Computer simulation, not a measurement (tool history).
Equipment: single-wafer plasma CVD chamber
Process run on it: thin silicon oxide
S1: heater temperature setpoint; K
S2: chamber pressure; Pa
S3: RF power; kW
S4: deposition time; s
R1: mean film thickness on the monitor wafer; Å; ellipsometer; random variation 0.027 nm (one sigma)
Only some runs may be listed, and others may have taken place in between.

run	hour	S1	S2	S3	S4	R1
1	0	668.15	122.4	0.245	4.11	70.26
2	8.4	662.15	122.4	0.245	4.11	70.932
3	16.2	662.15	109.7	0.245	4.11	63.909
4	24.3	662.15	102.8	0.245	4.11	59.43
5	25	662.15	102.8	0.28	4.11	63.469
6	31.9	662.15	113.1	0.28	4.11	70.612
7	33	663.15	103.7	0.28	4.11	64.306
8	35.2	663.15	97.3	0.28	4.11	59.883

What will run 9 give?
9	41.3	666.15	94.5	0.28	4.11	?

Run 9 produced R1 57.542 Å.

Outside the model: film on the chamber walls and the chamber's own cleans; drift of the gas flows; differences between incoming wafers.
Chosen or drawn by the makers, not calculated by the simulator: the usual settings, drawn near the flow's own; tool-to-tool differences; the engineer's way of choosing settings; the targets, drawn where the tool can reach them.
